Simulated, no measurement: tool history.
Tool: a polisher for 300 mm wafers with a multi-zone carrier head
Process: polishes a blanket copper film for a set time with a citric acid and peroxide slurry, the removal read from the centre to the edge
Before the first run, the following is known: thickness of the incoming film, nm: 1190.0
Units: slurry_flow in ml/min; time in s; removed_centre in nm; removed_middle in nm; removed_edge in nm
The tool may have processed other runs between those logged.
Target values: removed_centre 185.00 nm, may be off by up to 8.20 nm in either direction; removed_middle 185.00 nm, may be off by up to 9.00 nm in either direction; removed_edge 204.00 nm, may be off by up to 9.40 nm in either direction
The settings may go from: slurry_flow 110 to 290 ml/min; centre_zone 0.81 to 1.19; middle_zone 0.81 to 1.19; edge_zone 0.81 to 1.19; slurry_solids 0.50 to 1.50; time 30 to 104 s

run,hour,slurry_flow,centre_zone,middle_zone,edge_zone,slurry_solids,time,removed_centre,removed_middle,removed_edge
1,0.0,185,1.00,1.00,1.00,1.00,67,152.13,159.31,151.17
2,8.4,190,1.00,0.98,1.04,1.10,69,155.56,158.35,164.71
3,9.7,190,1.00,0.98,1.07,1.10,69,161.33,165.93,162.27
4,18.4,195,0.99,0.97,1.07,1.20,71,166.16,171.98,166.86
5,25.5,195,0.99,1.05,1.07,1.20,71,164.52,184.14,166.02
6,32.6,195,0.99,1.05,1.14,1.20,71,166.61,179.70,175.28
# hour 41.1: worn pad replaced by a new one
7,41.1,195,0.99,1.03,1.15,1.20,73,176.60,191.41,183.69
8,43.8,190,0.98,1.00,1.16,1.15,74,177.20,183.00,186.22

Exactly one of the 4 candidate moves below puts every result within its allowed miss. Which one?
A,46.5,145,1.19,0.93,1.14,1.10,75,?,?,?
B,46.5,130,0.95,1.00,1.19,0.85,84,?,?,?
C,46.5,270,0.94,0.90,1.19,0.90,79,?,?,?
D,46.5,220,1.19,0.86,1.06,1.40,67,?,?,?

move,removed_centre,removed_middle,removed_edge
A,203.34,169.84,180.58
B,168.25,186.72,190.35
C,182.30,184.50,198.87
D,207.92,161.43,175.81
A: misses by more than the last run did
B: misses by more than the last run did
C: meets every target
D: misses by more than the last run did
Answer: C
